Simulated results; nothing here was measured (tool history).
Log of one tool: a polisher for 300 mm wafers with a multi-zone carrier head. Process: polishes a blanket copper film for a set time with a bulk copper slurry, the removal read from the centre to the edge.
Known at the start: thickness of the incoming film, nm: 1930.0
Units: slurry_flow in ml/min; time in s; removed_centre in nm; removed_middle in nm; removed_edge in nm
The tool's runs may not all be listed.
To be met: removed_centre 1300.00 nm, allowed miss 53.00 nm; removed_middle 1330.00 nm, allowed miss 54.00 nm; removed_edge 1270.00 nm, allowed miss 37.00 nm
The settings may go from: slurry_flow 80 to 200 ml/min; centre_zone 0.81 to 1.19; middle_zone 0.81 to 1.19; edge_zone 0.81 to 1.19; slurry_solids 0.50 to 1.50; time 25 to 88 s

Run 1, day 0.000: slurry_flow 130 ml/min, centre_zone 1.00, middle_zone 1.00, edge_zone 1.00, slurry_solids 1.00, time 56 s. Result: removed_centre 815.50 nm, removed_middle 799.52 nm, removed_edge 806.85 nm.
Run 2, day 0.183: slurry_flow 130 ml/min, centre_zone 1.00, middle_zone 1.05, edge_zone 1.00, slurry_solids 1.00, time 56 s. Result: removed_centre 816.50 nm, removed_middle 852.34 nm, removed_edge 810.86 nm.
Run 3, day 0.371: slurry_flow 140 ml/min, centre_zone 1.02, middle_zone 1.06, edge_zone 1.04, slurry_solids 1.15, time 59 s. Result: removed_centre 912.46 nm, removed_middle 942.15 nm, removed_edge 896.39 nm.
Run 4, day 0.575: slurry_flow 140 ml/min, centre_zone 1.07, middle_zone 1.06, edge_zone 1.04, slurry_solids 1.15, time 59 s. Result: removed_centre 976.42 nm, removed_middle 937.33 nm, removed_edge 908.43 nm.
Run 5, day 0.688: slurry_flow 145 ml/min, centre_zone 1.07, middle_zone 1.07, edge_zone 1.07, slurry_solids 1.25, time 62 s. Result: removed_centre 1039.30 nm, removed_middle 1016.20 nm, removed_edge 985.35 nm.
Run 6, day 0.842: slurry_flow 150 ml/min, centre_zone 1.07, middle_zone 1.08, edge_zone 1.09, slurry_solids 1.30, time 65 s. Result: removed_centre 1098.90 nm, removed_middle 1097.90 nm, removed_edge 1053.10 nm.
Run 7, day 1.025: slurry_flow 155 ml/min, centre_zone 1.07, middle_zone 1.09, edge_zone 1.11, slurry_solids 1.35, time 67 s. Result: removed_centre 1149.80 nm, removed_middle 1147.90 nm, removed_edge 1114.60 nm.
Run 8, day 1.371: slurry_flow 155 ml/min, centre_zone 1.07, middle_zone 1.09, edge_zone 1.11, slurry_solids 1.35, time 67 s. Result: removed_centre 1157.30 nm, removed_middle 1132.10 nm, removed_edge 1102.60 nm.
Run 9, day 1.633: slurry_flow 155 ml/min, centre_zone 1.07, middle_zone 1.10, edge_zone 1.12, slurry_solids 1.40, time 69 s. Result: removed_centre 1198.90 nm, removed_middle 1187.70 nm, removed_edge 1169.00 nm.
Run 10, day 1.700: slurry_flow 160 ml/min, centre_zone 1.07, middle_zone 1.12, edge_zone 1.13, slurry_solids 1.45, time 70 s. Result: removed_centre 1216.20 nm, removed_middle 1264.80 nm, removed_edge 1178.10 nm.
Run 11, day 1.833: slurry_flow 165 ml/min, centre_zone 1.07, middle_zone 1.12, edge_zone 1.14, slurry_solids 1.45, time 70 s. Result: removed_centre 1258.10 nm, removed_middle 1258.60 nm, removed_edge 1203.40 nm.
Run 12, day 2.112: slurry_flow 170 ml/min, centre_zone 1.06, middle_zone 1.13, edge_zone 1.15, slurry_solids 1.45, time 70 s. Result: removed_centre 1241.60 nm, removed_middle 1288.60 nm, removed_edge 1218.80 nm.
Run 13, day 2.225: slurry_flow 175 ml/min, centre_zone 1.06, middle_zone 1.13, edge_zone 1.16, slurry_solids 1.45, time 70 s. Result: removed_centre 1258.40 nm, removed_middle 1269.40 nm, removed_edge 1213.20 nm.
Run 14, day 2.362: slurry_flow 175 ml/min, centre_zone 1.06, middle_zone 1.13, edge_zone 1.17, slurry_solids 1.45, time 70 s. Result: removed_centre 1237.00 nm, removed_middle 1275.90 nm, removed_edge 1239.90 nm.
Run 15, day 2.392: slurry_flow 180 ml/min, centre_zone 1.06, middle_zone 1.13, edge_zone 1.17, slurry_solids 1.45, time 70 s. Result: removed_centre 1274.40 nm, removed_middle 1276.90 nm, removed_edge 1232.80 nm.

5 next moves are on the table. One of them brings every result within its allowed miss. Which?
Run A, day 2.421: slurry_flow 170 ml/min, centre_zone 1.10, middle_zone 1.16, edge_zone 1.19, slurry_solids 1.40, time 72 s. Result: removed_centre ?, removed_middle ?, removed_edge ?.
Run B, day 2.421: slurry_flow 185 ml/min, centre_zone 1.10, middle_zone 1.14, edge_zone 1.09, slurry_solids 1.50, time 68 s. Result: removed_centre ?, removed_middle ?, removed_edge ?.
Run C, day 2.421: slurry_flow 160 ml/min, centre_zone 1.07, middle_zone 1.17, edge_zone 1.16, slurry_solids 1.40, time 70 s. Result: removed_centre ?, removed_middle ?, removed_edge ?.
Run D, day 2.421: slurry_flow 160 ml/min, centre_zone 0.94, middle_zone 1.11, edge_zone 1.19, slurry_solids 1.50, time 75 s. Result: removed_centre ?, removed_middle ?, removed_edge ?.
Run E, day 2.421: slurry_flow 180 ml/min, centre_zone 1.05, middle_zone 1.06, edge_zone 1.19, slurry_solids 1.45, time 70 s. Result: removed_centre ?, removed_middle ?, removed_edge ?.

move  removed_centre  removed_middle  removed_edge
   A         1299.70         1348.00       1256.40
   B         1266.00         1291.60       1165.90
   C         1214.20         1306.50       1196.30
   D         1158.90         1359.30       1319.40
   E         1227.50         1234.60       1241.30
A: meets every target
B: further off than the last run
C: further off than the last run
D: takes the result that was furthest off past its target
E: brings the result that was furthest off to its target, and leaves another outside
Move A is the one to make.
